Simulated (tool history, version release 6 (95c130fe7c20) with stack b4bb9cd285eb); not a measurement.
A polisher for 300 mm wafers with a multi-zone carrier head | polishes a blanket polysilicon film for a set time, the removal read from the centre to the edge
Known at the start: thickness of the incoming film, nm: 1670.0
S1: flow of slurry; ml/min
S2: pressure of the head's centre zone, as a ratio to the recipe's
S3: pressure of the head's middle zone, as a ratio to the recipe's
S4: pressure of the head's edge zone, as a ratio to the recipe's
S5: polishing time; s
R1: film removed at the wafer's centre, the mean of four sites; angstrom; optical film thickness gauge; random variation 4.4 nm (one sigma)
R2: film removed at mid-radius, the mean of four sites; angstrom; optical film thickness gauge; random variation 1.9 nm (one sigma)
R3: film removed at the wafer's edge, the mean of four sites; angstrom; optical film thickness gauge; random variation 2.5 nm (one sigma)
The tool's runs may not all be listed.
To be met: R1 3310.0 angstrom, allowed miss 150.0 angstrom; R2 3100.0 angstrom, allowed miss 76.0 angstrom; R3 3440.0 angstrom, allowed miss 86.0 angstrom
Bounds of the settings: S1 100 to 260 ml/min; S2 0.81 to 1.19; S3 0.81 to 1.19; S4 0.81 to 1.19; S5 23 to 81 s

| run | hour | S1 | S2 | S3 | S4 | S5 | R1 | R2 | R3 |
|---|---|---|---|---|---|---|---|---|---|
| 1 | 0.0 | 165 | 1.00 | 1.00 | 1.00 | 52 | 2621.7 | 2568.8 | 2523.5 |
| 2 | 6.1 | 165 | 1.06 | 1.00 | 1.00 | 52 | 2742.1 | 2565.1 | 2510.6 |
| 3 | 13.0 | 175 | 1.05 | 0.99 | 1.04 | 54 | 2844.2 | 2651.8 | 2691.3 |
| 4 | 16.5 | 185 | 1.05 | 0.99 | 1.07 | 55 | 2918.2 | 2738.6 | 2760.3 |
| 5 | 22.6 | 185 | 1.05 | 0.93 | 1.07 | 55 | 2889.0 | 2574.7 | 2816.6 |
| 6 | 29.5 | 185 | 1.05 | 0.97 | 1.07 | 55 | 2930.0 | 2682.3 | 2787.6 |
| 7 | 35.9 | 185 | 1.05 | 0.97 | 1.07 | 55 | 2909.1 | 2678.1 | 2799.2 |
| 8 | 43.0 | 190 | 1.04 | 0.97 | 1.09 | 56 | 2875.4 | 2741.9 | 2855.8 |

Which of these 5 next moves meets every target?
| A | 50.1 | 175 | 1.08 | 1.00 | 1.12 | 67 | ? | ? | ? |
| B | 50.1 | 200 | 1.02 | 0.95 | 1.17 | 64 | ? | ? | ? |
| C | 50.1 | 190 | 1.10 | 0.98 | 1.05 | 65 | ? | ? | ? |
| D | 50.1 | 220 | 1.02 | 1.05 | 1.12 | 61 | ? | ? | ? |
| E | 50.1 | 170 | 0.97 | 0.97 | 1.07 | 68 | ? | ? | ? |

| move | R1 | R2 | R3 |
|---|---|---|---|
| A | 3604.4 | 3308.4 | 3451.9 |
| B | 3330.5 | 3095.0 | 3429.7 |
| C | 3617.8 | 3199.8 | 3276.2 |
| D | 3226.0 | 3254.7 | 3224.8 |
| E | 3263.0 | 3257.8 | 3411.9 |
A: brings the result that was furthest off to its target, and leaves another outside
B: meets every target
C: nearer than the last run, and not there yet
D: nearer than the last run, and not there yet
E: brings the result that was furthest off to its target, and leaves another outside
Move B is the one to make.
